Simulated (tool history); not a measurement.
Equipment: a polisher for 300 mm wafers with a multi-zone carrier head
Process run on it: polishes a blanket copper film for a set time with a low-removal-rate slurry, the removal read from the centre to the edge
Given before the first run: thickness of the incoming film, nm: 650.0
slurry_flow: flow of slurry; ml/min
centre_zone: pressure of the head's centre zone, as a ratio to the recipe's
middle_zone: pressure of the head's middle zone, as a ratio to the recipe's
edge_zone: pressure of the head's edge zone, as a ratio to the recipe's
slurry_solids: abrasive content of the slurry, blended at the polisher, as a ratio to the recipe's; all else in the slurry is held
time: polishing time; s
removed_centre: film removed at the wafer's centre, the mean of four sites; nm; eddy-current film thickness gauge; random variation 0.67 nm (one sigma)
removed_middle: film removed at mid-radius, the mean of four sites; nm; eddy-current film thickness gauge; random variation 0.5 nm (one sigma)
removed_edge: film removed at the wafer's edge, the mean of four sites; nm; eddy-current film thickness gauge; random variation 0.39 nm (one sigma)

run 1 hour=0 | slurry_flow=215 centre_zone=1 middle_zone=1 edge_zone=1 slurry_solids=1 time=32 | removed_centre=76.114 removed_middle=73.946 removed_edge=76.002
run 2 hour=6.9 | slurry_flow=210 centre_zone=0.96 middle_zone=1.01 edge_zone=0.96 slurry_solids=0.85 time=30 | removed_centre=67.166 removed_middle=68.279 removed_edge=68.61
run 3 hour=11.6 | slurry_flow=205 centre_zone=0.93 middle_zone=1.02 edge_zone=0.93 slurry_solids=0.75 time=28 | removed_centre=58.752 removed_middle=62.688 removed_edge=61.378
run 4 hour=16.5 | slurry_flow=200 centre_zone=0.91 middle_zone=1.02 edge_zone=0.9 slurry_solids=0.7 time=28 | removed_centre=58.208 removed_middle=62.019 removed_edge=59.743
run 5 hour=19.9 | slurry_flow=160 centre_zone=0.91 middle_zone=1.02 edge_zone=0.9 slurry_solids=0.7 time=28 | removed_centre=55.236 removed_middle=59.825 removed_edge=57.921
run 6 hour=23.8 | slurry_flow=130 centre_zone=0.91 middle_zone=1.02 edge_zone=0.9 slurry_solids=0.7 time=28 | removed_centre=52.166 removed_middle=56.78 removed_edge=55.869
run 7 hour=25.7 | slurry_flow=130 centre_zone=0.89 middle_zone=1.03 edge_zone=0.88 slurry_solids=0.65 time=28 | removed_centre=49.494 removed_middle=57.668 removed_edge=54.654

Run 8 comes next. What will it give?
run 8 hour=29.4 | slurry_flow=130 centre_zone=0.89 middle_zone=1.03 edge_zone=0.87 slurry_solids=0.6 time=28 | removed_centre=? removed_middle=? removed_edge=?

Logged for run 8: removed_centre 50.149 nm, removed_middle 57.335 nm, removed_edge 54.088 nm.

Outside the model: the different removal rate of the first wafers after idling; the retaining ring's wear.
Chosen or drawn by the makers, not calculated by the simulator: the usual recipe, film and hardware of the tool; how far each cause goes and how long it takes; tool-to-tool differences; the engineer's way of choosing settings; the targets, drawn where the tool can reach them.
